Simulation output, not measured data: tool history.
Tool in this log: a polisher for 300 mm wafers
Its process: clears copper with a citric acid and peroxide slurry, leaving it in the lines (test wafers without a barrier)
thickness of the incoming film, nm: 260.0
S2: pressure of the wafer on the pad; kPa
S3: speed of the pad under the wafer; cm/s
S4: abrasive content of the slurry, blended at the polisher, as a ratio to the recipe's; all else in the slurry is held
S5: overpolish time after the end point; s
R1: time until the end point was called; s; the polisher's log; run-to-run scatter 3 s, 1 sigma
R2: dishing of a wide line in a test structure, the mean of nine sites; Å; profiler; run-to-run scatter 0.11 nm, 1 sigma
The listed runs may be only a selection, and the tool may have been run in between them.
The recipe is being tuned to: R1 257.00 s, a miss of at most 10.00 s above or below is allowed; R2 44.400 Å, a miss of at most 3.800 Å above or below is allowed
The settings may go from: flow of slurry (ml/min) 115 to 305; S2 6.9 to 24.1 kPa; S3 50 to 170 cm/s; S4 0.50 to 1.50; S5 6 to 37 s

Run 1, hour 0.0: flow of slurry (ml/min) 195, S2 15.2 kPa, S3 110 cm/s, S4 1.00, S5 19 s. Result: R1 170.23 s, R2 187.010 Å.
Run 2, hour 5.1: flow of slurry (ml/min) 195, S2 15.2 kPa, S3 110 cm/s, S4 1.10, S5 19 s. Result: R1 169.90 s, R2 190.710 Å.
Run 3, hour 12.6: flow of slurry (ml/min) 195, S2 15.2 kPa, S3 110 cm/s, S4 1.10, S5 23 s. Result: R1 169.77 s, R2 233.580 Å.
Run 4, hour 17.1: flow of slurry (ml/min) 195, S2 15.2 kPa, S3 110 cm/s, S4 1.30, S5 23 s. Result: R1 163.26 s, R2 227.080 Å.
Run 5, hour 24.4: flow of slurry (ml/min) 195, S2 12.4 kPa, S3 110 cm/s, S4 1.35, S5 17 s. Result: R1 188.65 s, R2 154.900 Å.
Run 6, hour 26.2: flow of slurry (ml/min) 195, S2 12.4 kPa, S3 110 cm/s, S4 1.25, S5 17 s. Result: R1 194.98 s, R2 153.650 Å.
Run 7, hour 29.6: flow of slurry (ml/min) 180, S2 8.3 kPa, S3 102 cm/s, S4 1.50, S5 8 s. Result: R1 258.62 s, R2 56.738 Å.
Run 8, hour 34.4: flow of slurry (ml/min) 160, S2 8.3 kPa, S3 106 cm/s, S4 1.50, S5 7 s. Result: R1 255.23 s, R2 52.141 Å.
Run 9, hour 36.6: flow of slurry (ml/min) 145, S2 8.3 kPa, S3 108 cm/s, S4 1.50, S5 7 s. Result: R1 260.98 s, R2 48.864 Å.
Run 10, hour 39.8: flow of slurry (ml/min) 135, S2 8.3 kPa, S3 108 cm/s, S4 1.50, S5 7 s. Result: R1 264.60 s, R2 48.647 Å.
Run 11, hour 41.0: flow of slurry (ml/min) 130, S2 8.3 kPa, S3 110 cm/s, S4 1.50, S5 7 s. Result: R1 267.05 s, R2 48.701 Å.
Run 12, hour 45.6: flow of slurry (ml/min) 125, S2 8.3 kPa, S3 114 cm/s, S4 1.50, S5 7 s. Result: R1 255.05 s, R2 51.192 Å.
Run 13, hour 46.6: flow of slurry (ml/min) 120, S2 8.3 kPa, S3 114 cm/s, S4 1.50, S5 7 s. Result: R1 261.04 s, R2 50.656 Å.

4 next moves are on the table. One of them brings every result within its allowed miss. Which?
Run A, hour 47.6: flow of slurry (ml/min) 120, S2 8.3 kPa, S3 124 cm/s, S4 1.35, S5 8 s. Result: R1 ?, R2 ?.
Run B, hour 47.6: flow of slurry (ml/min) 115, S2 9.0 kPa, S3 108 cm/s, S4 1.45, S5 9 s. Result: R1 ?, R2 ?.
Run C, hour 47.6: flow of slurry (ml/min) 125, S2 8.3 kPa, S3 118 cm/s, S4 1.25, S5 6 s. Result: R1 ?, R2 ?.
Run D, hour 47.6: flow of slurry (ml/min) 115, S2 7.6 kPa, S3 116 cm/s, S4 1.25, S5 10 s. Result: R1 ?, R2 ?.

move      R1      R2
   A  243.15  63.319
   B  263.91  65.588
   C  255.71  45.856
   D  279.84  68.381
A: its largest miss is bigger than the last run's
B: its largest miss is bigger than the last run's
C: meets every target
D: its largest miss is bigger than the last run's
Correct choice: C, which meets every target
